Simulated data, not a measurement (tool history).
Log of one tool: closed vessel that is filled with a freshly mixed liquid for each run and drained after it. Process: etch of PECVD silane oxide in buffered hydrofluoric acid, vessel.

run	hour	temperature setpoint of the liquid (K)	parts of 40 % ammonium fluoride to one part of 49 % hydrofluoric acid (parts by volume)	time in the liquid (s)	thickness taken off the PECVD silane oxide on a monitor wafer (angstrom)
1	0	297.15	7.5	100	4392.8
2	8.2	293.65	7.5	100	3669.8
3	11.5	296.15	7.5	100	4199.8
4	12.9	298.15	7.5	100	4617.4
5	14.8	295.65	7.5	100	4067
6	16.8	295.65	8	100	3829.3

The next listed run, before its measurement:
7	25.4	298.15	8	100	?

Run 7 gave thickness taken off the PECVD silane oxide on a monitor wafer (angstrom) 4374.1.
